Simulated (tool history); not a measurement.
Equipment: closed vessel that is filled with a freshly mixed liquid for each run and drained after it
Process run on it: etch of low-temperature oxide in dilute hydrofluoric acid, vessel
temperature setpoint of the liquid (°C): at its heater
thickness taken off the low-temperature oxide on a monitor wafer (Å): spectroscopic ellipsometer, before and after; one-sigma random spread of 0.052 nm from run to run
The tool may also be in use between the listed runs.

run  hour  temperature setpoint of the liquid (°C)  parts of water to one part of 49 % hydrofluoric acid (parts by volume)  time in the liquid (s)  thickness taken off the low-temperature oxide on a monitor wafer (Å)
  1   0.0                                     26.0                                                                     275                      65                                                                29.734
  2   4.5                                     26.0                                                                     315                      65                                                                24.874
  3  11.3                                     28.0                                                                     270                      65                                                                32.752
  4  15.8                                     28.0                                                                     175                      65                                                                56.586
  5  20.5                                     28.0                                                                     270                      65                                                                32.632
  6  24.6                                     28.0                                                                     220                      65                                                                42.444
  7  27.2                                     29.5                                                                     200                      65                                                                50.788
  8  32.7                                     30.5                                                                     190                      65                                                                55.417
  9  40.6                                     30.5                                                                     190                      65                                                                54.990
 10  43.9                                     31.5                                                                     180                      65                                                                61.284
 11  49.4                                     31.5                                                                     180                      65                                                                61.431
 12  52.1                                     32.0                                                                     175                      65                                                                64.064

Forecast run 13:
 13  54.2                                     32.5                                                                     175                      65                                                                     ?

Run 13 measured thickness taken off the low-temperature oxide on a monitor wafer (Å) 65.486.
